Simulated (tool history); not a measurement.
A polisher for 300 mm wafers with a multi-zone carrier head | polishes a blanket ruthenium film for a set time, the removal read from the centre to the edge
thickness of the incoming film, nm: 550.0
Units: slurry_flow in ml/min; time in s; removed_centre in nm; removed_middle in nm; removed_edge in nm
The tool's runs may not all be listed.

run,hour,slurry_flow,centre_zone,middle_zone,edge_zone,time,removed_centre,removed_middle,removed_edge
1,0,155,1,1,1,79,136.93,146.23,145.14
2,8.3,155,1,1,1,92,158.03,169.99,169.71
3,10.2,155,1,1.07,1,92,156.85,180.13,168.63
4,11,190,1,1.07,1,92,163.1,185.22,173.87
5,12.6,190,1,1.07,0.96,92,161.72,185.66,168.73
6,17,200,1.03,1.1,0.99,95,176.07,196.4,181.75
# hour 23.5: centre zone pressure recalibrated
7,23.5,205,1.05,1.12,1,98,193.62,209.09,183.59

The next listed run, before its measurement:
8,27,210,1.05,1.13,1.03,100,?,?,?

{"run 8": {"removed_centre": 199.4, "removed_middle": 213.45, "removed_edge": 195.44}}
